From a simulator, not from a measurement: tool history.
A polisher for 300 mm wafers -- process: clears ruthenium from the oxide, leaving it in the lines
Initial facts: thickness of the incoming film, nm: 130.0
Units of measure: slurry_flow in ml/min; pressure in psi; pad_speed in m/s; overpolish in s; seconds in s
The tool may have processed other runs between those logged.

run 1 hour=0.0 | slurry_flow=190 pressure=2.7 pad_speed=0.84 overpolish=8 | seconds=85.538
run 2 hour=9.0 | slurry_flow=210 pressure=2.7 pad_speed=0.84 overpolish=8 | seconds=84.613
run 3 hour=13.1 | slurry_flow=210 pressure=2.9 pad_speed=0.84 overpolish=8 | seconds=78.272
run 4 hour=16.9 | slurry_flow=210 pressure=2.9 pad_speed=0.84 overpolish=8 | seconds=77.767
run 5 hour=21.0 | slurry_flow=210 pressure=2.9 pad_speed=0.84 overpolish=8 | seconds=80.561
run 6 hour=25.3 | slurry_flow=210 pressure=3.1 pad_speed=0.84 overpolish=8 | seconds=73.925
run 7 hour=25.8 | slurry_flow=210 pressure=3.2 pad_speed=0.84 overpolish=8 | seconds=71.682

What does the tool deliver on the next run?
run 8 hour=32.7 | slurry_flow=210 pressure=3.3 pad_speed=0.84 overpolish=8 | seconds=?

{"run 8": {"seconds": 69.717}}

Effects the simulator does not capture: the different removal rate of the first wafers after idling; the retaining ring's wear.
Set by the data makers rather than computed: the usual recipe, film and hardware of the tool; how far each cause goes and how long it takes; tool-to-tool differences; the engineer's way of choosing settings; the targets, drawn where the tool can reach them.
